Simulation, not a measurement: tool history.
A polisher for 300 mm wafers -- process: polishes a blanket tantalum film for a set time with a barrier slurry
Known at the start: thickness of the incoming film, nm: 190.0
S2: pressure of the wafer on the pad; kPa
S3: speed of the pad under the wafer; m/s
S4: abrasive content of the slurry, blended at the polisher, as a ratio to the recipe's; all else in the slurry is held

run 1 hour=0.0 | flow_of_slurry_(ml/min)=200 S2=8.3 S3=1.30 S4=1.0 polishing_time_(s)=23 | film_removed_(nm)=28.946
run 2 hour=3.3 | flow_of_slurry_(ml/min)=200 S2=9.7 S3=1.30 S4=1.0 polishing_time_(s)=23 | film_removed_(nm)=33.350
run 3 hour=9.9 | flow_of_slurry_(ml/min)=245 S2=9.7 S3=1.30 S4=1.0 polishing_time_(s)=23 | film_removed_(nm)=33.939
run 4 hour=17.9 | flow_of_slurry_(ml/min)=245 S2=9.0 S3=1.30 S4=1.0 polishing_time_(s)=23 | film_removed_(nm)=31.846
run 5 hour=20.8 | flow_of_slurry_(ml/min)=245 S2=10.3 S3=1.30 S4=1.0 polishing_time_(s)=23 | film_removed_(nm)=36.570
run 6 hour=24.5 | flow_of_slurry_(ml/min)=245 S2=10.3 S3=1.10 S4=1.0 polishing_time_(s)=23 | film_removed_(nm)=31.548
run 7 hour=32.4 | flow_of_slurry_(ml/min)=240 S2=8.3 S3=1.06 S4=1.0 polishing_time_(s)=23 | film_removed_(nm)=24.266

Run 8 comes next. What will it give?
run 8 hour=40.1 | flow_of_slurry_(ml/min)=240 S2=7.6 S3=1.06 S4=1.0 polishing_time_(s)=23 | film_removed_(nm)=?

film removed (nm): 22.816
